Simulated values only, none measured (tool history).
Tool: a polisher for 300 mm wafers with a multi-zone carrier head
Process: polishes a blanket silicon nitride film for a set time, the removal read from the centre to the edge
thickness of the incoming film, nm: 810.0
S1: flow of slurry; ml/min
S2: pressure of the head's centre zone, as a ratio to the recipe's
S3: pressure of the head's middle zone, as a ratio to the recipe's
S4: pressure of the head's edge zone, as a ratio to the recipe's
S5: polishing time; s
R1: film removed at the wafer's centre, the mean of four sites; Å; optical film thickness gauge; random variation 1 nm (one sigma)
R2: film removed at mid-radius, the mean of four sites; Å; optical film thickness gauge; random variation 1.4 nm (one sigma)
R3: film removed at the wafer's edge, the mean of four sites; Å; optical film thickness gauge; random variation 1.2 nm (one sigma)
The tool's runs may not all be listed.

run 1 day=0.000 | S1=280 S2=1.00 S3=1.00 S4=1.00 S5=34 | R1=819.88 R2=818.35 R3=822.93
run 2 day=0.054 | S1=280 S2=1.00 S3=1.04 S4=1.00 S5=34 | R1=824.55 R2=853.13 R3=818.65
run 3 day=0.083 | S1=315 S2=1.00 S3=1.04 S4=1.00 S5=34 | R1=826.75 R2=850.04 R3=813.85
run 4 day=0.292 | S1=310 S2=1.03 S3=1.04 S4=1.02 S5=36 | R1=887.75 R2=895.47 R3=874.51
run 5 day=0.512 | S1=310 S2=1.03 S3=1.04 S4=1.07 S5=36 | R1=897.00 R2=897.79 R3=916.29
run 6 day=0.646 | S1=310 S2=1.07 S3=1.04 S4=1.07 S5=38 | R1=1003.40 R2=947.93 R3=949.55
run 7 day=0.796 | S1=310 S2=1.09 S3=1.05 S4=1.09 S5=39 | R1=1042.50 R2=972.86 R3=980.19

Run 8 comes next. What will it give?
run 8 day=1.133 | S1=310 S2=1.11 S3=1.06 S4=1.11 S5=40 | R1=? R2=? R3=?

Run 8 gave R1 1086.30 Å, R2 1013.10 Å, R3 1015.50 Å.
